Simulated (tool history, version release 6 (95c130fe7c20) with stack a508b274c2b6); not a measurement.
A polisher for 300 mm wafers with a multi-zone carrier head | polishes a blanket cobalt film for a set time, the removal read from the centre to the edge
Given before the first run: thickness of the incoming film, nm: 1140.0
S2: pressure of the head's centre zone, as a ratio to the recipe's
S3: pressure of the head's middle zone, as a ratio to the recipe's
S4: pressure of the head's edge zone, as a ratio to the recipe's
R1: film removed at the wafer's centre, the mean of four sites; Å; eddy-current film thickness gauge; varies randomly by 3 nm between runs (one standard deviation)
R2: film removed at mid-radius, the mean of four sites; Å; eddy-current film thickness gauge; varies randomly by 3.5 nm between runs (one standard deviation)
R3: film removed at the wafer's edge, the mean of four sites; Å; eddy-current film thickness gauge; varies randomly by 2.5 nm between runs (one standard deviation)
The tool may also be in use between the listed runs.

run 1 hour=0.0 | flow_of_slurry_(ml/min)=290 S2=1.00 S3=1.00 S4=1.00 polishing_time_(s)=68 | R1=2481.8 R2=2535.5 R3=2586.4
run 2 hour=5.7 | flow_of_slurry_(ml/min)=290 S2=1.00 S3=1.01 S4=0.97 polishing_time_(s)=66 | R1=2384.2 R2=2551.4 R3=2479.2
run 3 hour=13.1 | flow_of_slurry_(ml/min)=290 S2=1.00 S3=1.00 S4=0.95 polishing_time_(s)=64 | R1=2362.6 R2=2490.2 R3=2385.8
run 4 hour=21.7 | flow_of_slurry_(ml/min)=315 S2=1.00 S3=1.00 S4=0.95 polishing_time_(s)=64 | R1=2372.2 R2=2488.8 R3=2449.1
run 5 hour=26.7 | flow_of_slurry_(ml/min)=315 S2=1.00 S3=1.00 S4=0.95 polishing_time_(s)=53 | R1=1909.0 R2=2124.1 R3=2002.6
run 6 hour=29.4 | flow_of_slurry_(ml/min)=320 S2=1.01 S3=1.01 S4=0.95 polishing_time_(s)=54 | R1=1998.1 R2=2098.4 R3=2048.2
run 7 hour=37.6 | flow_of_slurry_(ml/min)=315 S2=1.01 S3=1.02 S4=0.94 polishing_time_(s)=55 | R1=2105.9 R2=2128.3 R3=2032.0
run 8 hour=41.4 | flow_of_slurry_(ml/min)=315 S2=1.00 S3=1.02 S4=0.93 polishing_time_(s)=56 | R1=2096.5 R2=2184.8 R3=2117.5
run 9 hour=43.9 | flow_of_slurry_(ml/min)=290 S2=0.99 S3=1.02 S4=0.91 polishing_time_(s)=57 | R1=2044.5 R2=2217.8 R3=2085.7

Run 10 comes next. What will it give?
run 10 hour=46.7 | flow_of_slurry_(ml/min)=290 S2=0.99 S3=1.02 S4=0.91 polishing_time_(s)=57 | R1=? R2=? R3=?

{"run 10": {"R1": 1990.2, "R2": 2249.8, "R3": 2135.8}}

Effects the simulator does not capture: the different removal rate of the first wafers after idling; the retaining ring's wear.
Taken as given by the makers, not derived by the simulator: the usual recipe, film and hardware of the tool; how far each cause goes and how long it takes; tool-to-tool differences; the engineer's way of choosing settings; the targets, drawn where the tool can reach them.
